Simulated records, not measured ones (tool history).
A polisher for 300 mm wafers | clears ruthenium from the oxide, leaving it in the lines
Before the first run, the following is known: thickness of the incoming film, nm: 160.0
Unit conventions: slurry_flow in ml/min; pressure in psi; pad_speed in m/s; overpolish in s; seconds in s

run 1 hour=0.0 | slurry_flow=255 pressure=2.8 pad_speed=1.22 overpolish=15 | seconds=85.950
run 2 hour=1.8 | slurry_flow=255 pressure=2.8 pad_speed=1.02 overpolish=15 | seconds=101.650
run 3 hour=10.3 | slurry_flow=255 pressure=2.7 pad_speed=1.02 overpolish=15 | seconds=102.700
run 4 hour=15.6 | slurry_flow=255 pressure=2.7 pad_speed=1.32 overpolish=15 | seconds=82.397
run 5 hour=22.0 | slurry_flow=225 pressure=2.7 pad_speed=1.32 overpolish=15 | seconds=83.574
run 6 hour=27.7 | slurry_flow=225 pressure=2.5 pad_speed=1.32 overpolish=15 | seconds=91.054
run 7 hour=32.4 | slurry_flow=225 pressure=2.4 pad_speed=1.32 overpolish=15 | seconds=96.167
run 8 hour=37.5 | slurry_flow=225 pressure=2.3 pad_speed=1.32 overpolish=15 | seconds=98.081
run 9 hour=42.8 | slurry_flow=225 pressure=2.2 pad_speed=1.32 overpolish=15 | seconds=102.400
run 10 hour=49.0 | slurry_flow=225 pressure=2.1 pad_speed=1.32 overpolish=15 | seconds=110.830

Run 11 is up next; what results do you expect?
run 11 hour=57.7 | slurry_flow=225 pressure=2.0 pad_speed=1.32 overpolish=15 | seconds=?

{"run 11": {"seconds": 112.37}}
